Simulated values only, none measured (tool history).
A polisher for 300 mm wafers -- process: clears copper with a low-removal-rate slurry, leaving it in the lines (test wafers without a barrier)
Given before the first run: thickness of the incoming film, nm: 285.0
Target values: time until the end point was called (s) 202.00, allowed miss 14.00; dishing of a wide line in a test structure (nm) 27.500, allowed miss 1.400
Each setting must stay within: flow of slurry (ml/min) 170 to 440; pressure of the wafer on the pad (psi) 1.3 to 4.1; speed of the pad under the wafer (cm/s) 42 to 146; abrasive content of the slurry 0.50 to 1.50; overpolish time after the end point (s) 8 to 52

run,hour,flow of slurry (ml/min),pressure of the wafer on the pad (psi),speed of the pad under the wafer (cm/s),abrasive content of the slurry,overpolish time after the end point (s),time until the end point was called (s),dishing of a wide line in a test structure (nm)
1,0.0,280,2.7,94,1.00,26,140.68,35.952
2,7.1,225,2.7,94,1.00,26,142.76,35.202
3,12.1,225,2.7,94,1.00,30,141.83,39.125
4,17.5,225,2.5,94,1.00,30,154.07,37.324
5,21.2,225,2.4,94,1.00,29,158.40,35.826
6,24.8,260,2.4,94,1.00,29,158.30,35.685
7,31.6,260,2.3,94,1.00,29,165.37,33.601
8,37.7,260,2.2,94,1.00,29,170.00,33.496
9,43.7,260,1.7,92,1.00,27,229.34,24.562
10,44.5,260,1.7,92,1.00,27,223.15,24.248

Below are 4 possible settings for the next run. Only one of them brings all results inside the allowed miss of their targets. Which is it?
A,45.3,240,1.7,92,0.95,21,?,?
B,45.3,290,2.1,84,1.10,19,?,?
C,45.3,270,1.7,108,0.90,28,?,?
D,45.3,255,1.8,104,0.90,31,?,?

move,time until the end point was called (s),dishing of a wide line in a test structure (nm)
A,224.52,18.638
B,189.21,20.043
C,192.01,27.732
D,189.84,30.688
A: misses by more than the last run did
B: misses by more than the last run did
C: every result lands within tolerance
D: takes the result that was furthest off past its target
The right move is C.

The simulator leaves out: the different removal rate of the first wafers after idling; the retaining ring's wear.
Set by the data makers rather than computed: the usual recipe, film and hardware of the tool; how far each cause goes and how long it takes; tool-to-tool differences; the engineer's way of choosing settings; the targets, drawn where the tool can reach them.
